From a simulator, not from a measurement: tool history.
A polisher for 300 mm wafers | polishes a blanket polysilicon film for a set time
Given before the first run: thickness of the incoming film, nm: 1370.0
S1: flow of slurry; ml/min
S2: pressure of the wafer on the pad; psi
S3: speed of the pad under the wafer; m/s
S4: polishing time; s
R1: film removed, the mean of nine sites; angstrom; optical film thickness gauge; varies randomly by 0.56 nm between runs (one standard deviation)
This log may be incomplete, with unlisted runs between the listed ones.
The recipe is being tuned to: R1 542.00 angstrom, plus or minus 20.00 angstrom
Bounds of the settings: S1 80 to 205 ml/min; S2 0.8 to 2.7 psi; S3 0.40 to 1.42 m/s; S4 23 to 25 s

Run 1, hour 0.0: S1 135 ml/min, S2 1.7 psi, S3 0.90 m/s, S4 25 s. Result: R1 1108.60 angstrom.
Run 2, hour 4.0: S1 130 ml/min, S2 1.4 psi, S3 0.86 m/s, S4 25 s. Result: R1 881.15 angstrom.
Run 3, hour 11.7: S1 105 ml/min, S2 1.4 psi, S3 0.86 m/s, S4 25 s. Result: R1 858.71 angstrom.
Run 4, hour 19.8: S1 105 ml/min, S2 1.2 psi, S3 0.84 m/s, S4 25 s. Result: R1 723.21 angstrom.
Run 5, hour 23.8: S1 105 ml/min, S2 1.4 psi, S3 0.84 m/s, S4 25 s. Result: R1 837.78 angstrom.
Run 6, hour 29.7: S1 105 ml/min, S2 1.2 psi, S3 0.82 m/s, S4 25 s. Result: R1 709.81 angstrom.
Run 7, hour 34.0: S1 105 ml/min, S2 1.1 psi, S3 0.82 m/s, S4 25 s. Result: R1 640.05 angstrom.
Run 8, hour 41.6: S1 105 ml/min, S2 1.0 psi, S3 0.82 m/s, S4 25 s. Result: R1 585.67 angstrom.

Below are 4 possible settings for the next run. Only one of them brings all results inside the allowed miss of their targets. Which is it?
Run A, hour 49.2: S1 80 ml/min, S2 1.4 psi, S3 0.74 m/s, S4 24 s. Result: R1 ?.
Run B, hour 49.2: S1 145 ml/min, S2 0.9 psi, S3 0.78 m/s, S4 25 s. Result: R1 ?.
Run C, hour 49.2: S1 95 ml/min, S2 1.3 psi, S3 0.72 m/s, S4 25 s. Result: R1 ?.
Run D, hour 49.2: S1 105 ml/min, S2 1.2 psi, S3 0.78 m/s, S4 24 s. Result: R1 ?.

move      R1
   A  651.25
   B  546.61
   C  655.41
   D  640.20
A: the biggest miss grows against the last run
B: all results land within tolerance of their targets
C: the biggest miss grows against the last run
D: the biggest miss grows against the last run
B meets every target.
